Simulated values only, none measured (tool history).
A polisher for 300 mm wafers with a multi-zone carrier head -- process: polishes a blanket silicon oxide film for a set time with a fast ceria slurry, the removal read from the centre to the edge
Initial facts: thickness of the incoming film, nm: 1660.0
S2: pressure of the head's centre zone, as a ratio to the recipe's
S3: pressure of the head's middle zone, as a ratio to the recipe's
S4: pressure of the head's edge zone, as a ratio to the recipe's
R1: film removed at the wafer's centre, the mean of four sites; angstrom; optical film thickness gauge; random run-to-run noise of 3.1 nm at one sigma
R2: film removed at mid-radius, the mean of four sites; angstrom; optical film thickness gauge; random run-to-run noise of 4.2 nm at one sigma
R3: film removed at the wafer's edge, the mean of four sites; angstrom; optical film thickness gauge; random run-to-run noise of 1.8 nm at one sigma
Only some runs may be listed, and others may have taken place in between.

{"run": 1, "day": 0.0, "flow of slurry (ml/min)": 250, "S2": 1.0, "S3": 1.0, "S4": 1.0, "polishing time (s)": 32, "R1": 5056.3, "R2": 5302.4, "R3": 5099.1}
{"run": 2, "day": 0.062, "flow of slurry (ml/min)": 250, "S2": 1.0, "S3": 1.0, "S4": 1.0, "polishing time (s)": 37, "R1": 5837.7, "R2": 6331.5, "R3": 5936.9}
{"run": 3, "day": 0.433, "flow of slurry (ml/min)": 250, "S2": 1.0, "S3": 1.0, "S4": 1.0, "polishing time (s)": 30, "R1": 4640.9, "R2": 5132.9, "R3": 4823.3}
{"run": 4, "day": 0.483, "flow of slurry (ml/min)": 250, "S2": 1.0, "S3": 1.0, "S4": 0.93, "polishing time (s)": 30, "R1": 4640.1, "R2": 5001.0, "R3": 4649.8}
{"run": 5, "day": 0.612, "flow of slurry (ml/min)": 235, "S2": 1.01, "S3": 1.0, "S4": 0.91, "polishing time (s)": 28, "R1": 4332.5, "R2": 4663.6, "R3": 4285.0}
{"run": 6, "day": 0.962, "flow of slurry (ml/min)": 235, "S2": 1.01, "S3": 1.0, "S4": 0.87, "polishing time (s)": 28, "R1": 4339.8, "R2": 4573.6, "R3": 4122.4}
{"run": 7, "day": 1.179, "flow of slurry (ml/min)": 225, "S2": 1.02, "S3": 1.0, "S4": 0.86, "polishing time (s)": 26, "R1": 4077.7, "R2": 4286.6, "R3": 3821.6}
{"run": 8, "day": 1.404, "flow of slurry (ml/min)": 220, "S2": 1.03, "S3": 1.0, "S4": 0.85, "polishing time (s)": 24, "R1": 3780.2, "R2": 4081.2, "R3": 3531.8}
{"run": 9, "day": 1.625, "flow of slurry (ml/min)": 215, "S2": 1.04, "S3": 0.99, "S4": 0.84, "polishing time (s)": 23, "R1": 3618.9, "R2": 3732.3, "R3": 3328.6}
{"run": 10, "day": 1.721, "flow of slurry (ml/min)": 210, "S2": 1.05, "S3": 0.99, "S4": 0.84, "polishing time (s)": 22, "R1": 3483.6, "R2": 3577.6, "R3": 3216.3}
{"run": 11, "day": 1.908, "flow of slurry (ml/min)": 205, "S2": 1.06, "S3": 0.99, "S4": 0.84, "polishing time (s)": 21, "R1": 3340.2, "R2": 3324.8, "R3": 3017.4}
{"run": 12, "day": 2.208, "flow of slurry (ml/min)": 200, "S2": 1.06, "S3": 0.99, "S4": 0.84, "polishing time (s)": 21, "R1": 3252.7, "R2": 3341.1, "R3": 3036.2}
{"run": 13, "day": 2.304, "flow of slurry (ml/min)": 195, "S2": 1.07, "S3": 1.0, "S4": 0.84, "polishing time (s)": 21, "R1": 3324.0, "R2": 3414.2, "R3": 2989.8}
{"run": 14, "day": 2.629, "flow of slurry (ml/min)": 170, "S2": 1.09, "S3": 0.98, "S4": 0.81, "polishing time (s)": 15, "R1": 2416.0, "R2": 2325.9, "R3": 2072.5}
{"run": 15, "day": 2.738, "flow of slurry (ml/min)": 185, "S2": 1.09, "S3": 0.98, "S4": 0.81, "polishing time (s)": 15, "R1": 2420.8, "R2": 2366.7, "R3": 2072.2}
{"run": 16, "day": 2.904, "flow of slurry (ml/min)": 240, "S2": 1.18, "S3": 1.08, "S4": 0.91, "polishing time (s)": 18, "R1": 3197.4, "R2": 3272.2, "R3": 2726.6}
{"run": 17, "day": 3.108, "flow of slurry (ml/min)": 230, "S2": 1.18, "S3": 1.07, "S4": 0.91, "polishing time (s)": 18, "R1": 3260.9, "R2": 3115.0, "R3": 2746.7}

Forecast run 18:
{"run": 18, "day": 3.296, "flow of slurry (ml/min)": 220, "S2": 1.17, "S3": 1.07, "S4": 0.9, "polishing time (s)": 18, "R1": "?", "R2": "?", "R3": "?"}

R1: 3209.5 angstrom
R2: 3040.8 angstrom
R3: 2704.7 angstrom

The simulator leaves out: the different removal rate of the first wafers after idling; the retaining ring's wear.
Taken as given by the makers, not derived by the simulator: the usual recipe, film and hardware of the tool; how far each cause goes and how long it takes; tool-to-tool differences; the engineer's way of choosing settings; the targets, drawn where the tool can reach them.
